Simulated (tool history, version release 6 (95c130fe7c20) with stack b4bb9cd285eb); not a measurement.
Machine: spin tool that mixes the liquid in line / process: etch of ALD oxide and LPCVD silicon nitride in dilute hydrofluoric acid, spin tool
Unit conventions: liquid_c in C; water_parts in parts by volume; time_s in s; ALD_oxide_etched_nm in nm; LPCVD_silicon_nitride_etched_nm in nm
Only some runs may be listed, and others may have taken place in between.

| run | day | liquid_c | water_parts | time_s | ALD_oxide_etched_nm | LPCVD_silicon_nitride_etched_nm |
|---|---|---|---|---|---|---|
| 1 | 0 | 24 | 145 | 85 | 10.396 | 0.24479 |
| 2 | 0.075 | 25 | 145 | 85 | 10.878 | 0.28477 |
| 3 | 0.421 | 27 | 145 | 85 | 11.678 | 0.3269 |
| 4 | 0.592 | 27.5 | 145 | 85 | 11.873 | 0.35813 |
| 5 | 0.842 | 28 | 145 | 85 | 12.102 | 0.2861 |
| 6 | 0.879 | 28 | 110 | 85 | 16.583 | 0.55947 |
| 7 | 1.171 | 27 | 110 | 85 | 16.076 | 0.46645 |
| 8 | 1.442 | 26.5 | 110 | 85 | 15.672 | 0.34338 |
| 9 | 1.621 | 26 | 110 | 85 | 15.361 | 0.39476 |
| 10 | 1.771 | 25.5 | 110 | 85 | 15.069 | 0.38075 |
| 11 | 2.125 | 25 | 110 | 85 | 14.801 | 0.49104 |

Run 12, settings as shown, results not yet in. Your forecast:
| 12 | 2.421 | 24.5 | 110 | 85 | ? | ? |

{"run 12": {"ALD_oxide_etched_nm": 14.49, "LPCVD_silicon_nitride_etched_nm": 0.35762}}
